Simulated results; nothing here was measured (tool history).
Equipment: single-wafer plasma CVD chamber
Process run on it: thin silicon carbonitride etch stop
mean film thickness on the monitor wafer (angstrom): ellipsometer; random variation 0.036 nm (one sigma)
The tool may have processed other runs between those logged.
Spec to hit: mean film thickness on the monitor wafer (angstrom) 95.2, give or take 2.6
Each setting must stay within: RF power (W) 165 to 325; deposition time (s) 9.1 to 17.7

run  hour  RF power (W)  deposition time (s)  mean film thickness on the monitor wafer (angstrom)
  1     0           245                 13.4                                               80.915
  2   6.6           245                 11.5                                               69.002
  3  13.1           270                 11.5                                               71.865
  4    16           270                  9.7                                               61.015
  5    25           285                  9.7                                               62.217
  6  30.2           290                 10.6                                               68.559
  7  31.9           295                 11.2                                               73.008
  8  33.6           300                 11.7                                               76.688
  9  38.5           305                 12.1                                               79.729
 10  42.4           310                 12.5                                               82.893

Next run, 5 choices. One meets every target within its allowed miss, the rest don't. Which?
  A  46.3           325                   14                                                    ?
  B  46.3           325                 12.7                                                    ?
  C  46.3           325                 10.2                                                    ?
  D  46.3           300                 15.6                                                    ?
  E  46.3           300                 13.7                                                    ?

move  mean film thickness on the monitor wafer (angstrom)
   A                                               94.695
   B                                               85.902
   C                                               68.992
   D                                               102.14
   E                                               89.701
A: all results land within tolerance of their targets
B: nearer the targets than the last run, but a result is still out of spec
C: the biggest miss grows against the last run
D: takes the result that was furthest off past its target
E: nearer the targets than the last run, but a result is still out of spec
Answer: A
